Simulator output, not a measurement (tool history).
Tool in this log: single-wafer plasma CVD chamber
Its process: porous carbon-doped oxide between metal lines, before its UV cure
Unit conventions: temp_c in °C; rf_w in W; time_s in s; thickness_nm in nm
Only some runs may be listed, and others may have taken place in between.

run 1 hour=0 | temp_c=290 rf_w=545 time_s=15.9 | thickness_nm=96.575
run 2 hour=3.9 | temp_c=296 rf_w=545 time_s=15.9 | thickness_nm=93.402
run 3 hour=5.1 | temp_c=296 rf_w=580 time_s=15.9 | thickness_nm=96.987
run 4 hour=12.9 | temp_c=294 rf_w=585 time_s=15.9 | thickness_nm=99.216
run 5 hour=13.9 | temp_c=293 rf_w=585 time_s=15.9 | thickness_nm=99.29
run 6 hour=18 | temp_c=292 rf_w=590 time_s=15.9 | thickness_nm=100.89

Predict the results of run 7:
run 7 hour=22.9 | temp_c=291 rf_w=590 time_s=15.9 | thickness_nm=?

For run 7 the tool returned thickness_nm 100.96 nm.
